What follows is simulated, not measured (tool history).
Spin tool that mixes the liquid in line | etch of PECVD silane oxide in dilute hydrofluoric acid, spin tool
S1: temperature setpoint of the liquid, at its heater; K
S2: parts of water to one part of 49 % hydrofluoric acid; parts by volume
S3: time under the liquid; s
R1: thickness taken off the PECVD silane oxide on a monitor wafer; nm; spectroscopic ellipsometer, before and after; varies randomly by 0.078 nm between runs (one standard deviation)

run	hour	S1	S2	S3	R1
1	0	295.15	55	55	31.156
2	4.9	295.15	55	55	30.904
3	5.5	294.65	55	55	30.424
4	6.8	294.15	55	55	29.766
5	7.8	293.65	55	55	29.174
6	12.4	296.15	55	55	32.622
7	14	295.15	55	55	31.116
8	16.4	294.65	55	55	30.642
9	18.3	294.15	55	55	29.87
10	23.6	293.65	55	55	29.264

For run 11, what comes out?
11	31.6	293.65	55	55	?

R1: 29.358 nm

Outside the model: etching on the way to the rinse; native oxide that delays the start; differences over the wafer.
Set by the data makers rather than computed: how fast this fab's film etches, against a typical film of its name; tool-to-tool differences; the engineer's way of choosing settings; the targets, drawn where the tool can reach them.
